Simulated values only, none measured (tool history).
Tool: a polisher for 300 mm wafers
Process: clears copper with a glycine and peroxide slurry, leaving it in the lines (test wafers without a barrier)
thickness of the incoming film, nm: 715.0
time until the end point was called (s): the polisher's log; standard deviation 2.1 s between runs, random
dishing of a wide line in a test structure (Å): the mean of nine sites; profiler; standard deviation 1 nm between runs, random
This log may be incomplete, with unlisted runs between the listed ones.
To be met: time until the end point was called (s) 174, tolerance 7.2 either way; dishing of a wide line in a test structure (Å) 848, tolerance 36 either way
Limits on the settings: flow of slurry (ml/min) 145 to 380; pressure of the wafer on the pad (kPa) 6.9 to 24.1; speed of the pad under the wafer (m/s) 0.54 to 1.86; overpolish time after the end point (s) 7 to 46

run  hour  flow of slurry (ml/min)  pressure of the wafer on the pad (kPa)  speed of the pad under the wafer (m/s)  overpolish time after the end point (s)  time until the end point was called (s)  dishing of a wide line in a test structure (Å)
  1     0                      245                                    15.2                                    1.18                                       24                                   156.76                                          635.69
  2     6                      245                                    15.2                                    1.18                                       25                                   151.93                                          639.04
  3  13.1                      245                                    15.2                                    1.18                                       27                                   153.62                                          664.17
  4  14.2                      275                                    15.2                                    1.18                                       27                                   149.32                                          670.41
  5  20.4                      295                                    15.2                                    1.18                                       27                                    146.8                                          681.19
  6  21.9                      240                                    15.2                                    1.18                                       27                                   153.54                                          679.14
  7  22.5                      235                                    15.2                                    1.18                                       28                                   153.29                                          676.19
  8    27                      230                                    15.2                                    1.18                                       30                                   157.48                                          716.89
  9  27.6                      225                                    15.2                                    1.18                                       31                                   152.56                                          727.55
 10  33.5                      220                                    15.2                                    1.18                                       32                                   155.28                                             738
 11  42.3                      215                                    15.2                                    1.18                                       33                                   155.99                                          764.21
 12  44.8                      215                                    15.2                                    1.18                                       33                                   153.43                                          753.13
 13  47.2                      215                                    15.2                                    1.18                                       34                                    156.2                                          751.88
 14  50.2                      210                                    15.2                                    1.18                                       35                                    153.4                                          778.49
 15  54.8                      210                                    15.2                                    1.18                                       36                                   151.73                                          794.64
 16  60.9                      205                                    12.4                                    1.14                                       43                                   190.54                                          781.63
 17  63.8                      210                                    13.1                                    1.14                                       43                                   177.86                                           812.3

Of the 4 settings listed for the next run, only one would bring every result within its allowed miss of target. Which one?
  A  66.7                      235                                    13.1                                    1.08                                       41                                        ?                                               ?
  B  66.7                      230                                    14.5                                    1.04                                       46                                        ?                                               ?
  C  66.7                      250                                    13.1                                       1                                       42                                        ?                                               ?
  D  66.7                      230                                      11                                     1.4                                       36                                        ?                                               ?

move  time until the end point was called (s)  dishing of a wide line in a test structure (Å)
   A                                   189.41                                          766.67
   B                                   180.63                                          841.11
   C                                   199.12                                          760.64
   D                                   178.52                                          716.35
A: the biggest miss grows against the last run
B: every result within its allowed miss
C: the biggest miss grows against the last run
D: the biggest miss grows against the last run
The right move is B.
